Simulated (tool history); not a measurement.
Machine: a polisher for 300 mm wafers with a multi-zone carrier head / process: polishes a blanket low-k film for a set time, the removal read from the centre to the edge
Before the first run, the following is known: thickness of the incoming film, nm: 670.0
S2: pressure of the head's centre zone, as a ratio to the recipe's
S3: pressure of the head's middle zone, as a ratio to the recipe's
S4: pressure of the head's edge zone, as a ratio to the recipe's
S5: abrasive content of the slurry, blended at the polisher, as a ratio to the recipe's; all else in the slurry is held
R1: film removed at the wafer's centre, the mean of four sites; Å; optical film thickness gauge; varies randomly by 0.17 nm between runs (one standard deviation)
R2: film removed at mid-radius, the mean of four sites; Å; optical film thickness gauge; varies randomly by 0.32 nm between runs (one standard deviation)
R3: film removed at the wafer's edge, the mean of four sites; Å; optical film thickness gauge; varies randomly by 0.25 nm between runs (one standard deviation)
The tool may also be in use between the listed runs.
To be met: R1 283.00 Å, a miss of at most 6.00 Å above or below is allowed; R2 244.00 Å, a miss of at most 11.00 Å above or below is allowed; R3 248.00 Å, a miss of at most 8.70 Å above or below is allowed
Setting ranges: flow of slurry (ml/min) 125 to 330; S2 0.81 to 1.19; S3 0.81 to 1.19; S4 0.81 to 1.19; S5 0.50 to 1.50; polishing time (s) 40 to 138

{"run": 1, "day": 0.0, "flow of slurry (ml/min)": 210, "S2": 1.0, "S3": 1.0, "S4": 1.0, "S5": 1.0, "polishing time (s)": 88, "R1": 616.12, "R2": 616.25, "R3": 637.62}
{"run": 2, "day": 0.279, "flow of slurry (ml/min)": 210, "S2": 1.0, "S3": 1.0, "S4": 1.0, "S5": 1.0, "polishing time (s)": 96, "R1": 668.64, "R2": 668.73, "R3": 692.26}
{"run": 3, "day": 0.554, "flow of slurry (ml/min)": 210, "S2": 1.0, "S3": 1.03, "S4": 1.0, "S5": 1.0, "polishing time (s)": 96, "R1": 669.05, "R2": 688.98, "R3": 692.02}
{"run": 4, "day": 0.767, "flow of slurry (ml/min)": 210, "S2": 1.0, "S3": 1.03, "S4": 1.05, "S5": 1.0, "polishing time (s)": 96, "R1": 675.98, "R2": 690.7, "R3": 708.52}
{"run": 5, "day": 0.95, "flow of slurry (ml/min)": 235, "S2": 1.0, "S3": 1.03, "S4": 1.05, "S5": 1.0, "polishing time (s)": 96, "R1": 682.64, "R2": 692.32, "R3": 726.46}
{"run": 6, "day": 1.083, "flow of slurry (ml/min)": 235, "S2": 1.0, "S3": 1.03, "S4": 1.1, "S5": 1.0, "polishing time (s)": 96, "R1": 677.12, "R2": 691.66, "R3": 732.76}
{"day": 1.275, "done": "edge zone pressure recalibrated"}
{"run": 7, "day": 1.275, "flow of slurry (ml/min)": 200, "S2": 1.01, "S3": 0.97, "S4": 1.01, "S5": 0.85, "polishing time (s)": 78, "R1": 507.3, "R2": 484.69, "R3": 506.64}
{"run": 8, "day": 1.479, "flow of slurry (ml/min)": 175, "S2": 1.0, "S3": 0.87, "S4": 0.91, "S5": 0.6, "polishing time (s)": 53, "R1": 266.23, "R2": 239.16, "R3": 264.39}
{"run": 9, "day": 1.746, "flow of slurry (ml/min)": 175, "S2": 1.0, "S3": 0.87, "S4": 0.91, "S5": 0.6, "polishing time (s)": 53, "R1": 263.62, "R2": 244.22, "R3": 264.88}
{"run": 10, "day": 2.029, "flow of slurry (ml/min)": 190, "S2": 1.02, "S3": 0.87, "S4": 0.88, "S5": 0.6, "polishing time (s)": 53, "R1": 274.99, "R2": 248.32, "R3": 264.15}
{"run": 11, "day": 2.4, "flow of slurry (ml/min)": 195, "S2": 1.04, "S3": 0.87, "S4": 0.86, "S5": 0.6, "polishing time (s)": 53, "R1": 281.55, "R2": 240.93, "R3": 254.79}
{"run": 12, "day": 2.746, "flow of slurry (ml/min)": 195, "S2": 1.04, "S3": 0.88, "S4": 0.85, "S5": 0.6, "polishing time (s)": 53, "R1": 276.59, "R2": 244.08, "R3": 261.61}

Exactly one of the 5 candidate moves below puts every result within its allowed miss. Which one?
{"run": "A", "day": 3.092, "flow of slurry (ml/min)": 180, "S2": 1.1, "S3": 0.93, "S4": 0.82, "S5": 0.6, "polishing time (s)": 51, "R1": "?", "R2": "?", "R3": "?"}
{"run": "B", "day": 3.092, "flow of slurry (ml/min)": 135, "S2": 1.05, "S3": 0.81, "S4": 0.94, "S5": 0.5, "polishing time (s)": 65, "R1": "?", "R2": "?", "R3": "?"}
{"run": "C", "day": 3.092, "flow of slurry (ml/min)": 170, "S2": 1.03, "S3": 0.92, "S4": 0.85, "S5": 0.6, "polishing time (s)": 52, "R1": "?", "R2": "?", "R3": "?"}
{"run": "D", "day": 3.092, "flow of slurry (ml/min)": 125, "S2": 1.0, "S3": 0.81, "S4": 0.91, "S5": 0.6, "polishing time (s)": 60, "R1": "?", "R2": "?", "R3": "?"}
{"run": "E", "day": 3.092, "flow of slurry (ml/min)": 155, "S2": 1.02, "S3": 0.95, "S4": 0.82, "S5": 0.6, "polishing time (s)": 53, "R1": "?", "R2": "?", "R3": "?"}

move=A R1=283.35 R2=239.97 R3=243.99
move=B R1=286.77 R2=228.54 R3=276.44
move=C R1=267.99 R2=240.65 R3=250.32
move=D R1=284.08 R2=238.26 R3=285.91
move=E R1=266.47 R2=248.58 R3=249.54
A: hits every target within its allowed miss
B: misses by more than the last run did
C: gets the furthest-off result to its target, but another result is out of tolerance
D: misses by more than the last run did
E: gets the furthest-off result to its target, but another result is out of tolerance
Move A is the one to make.
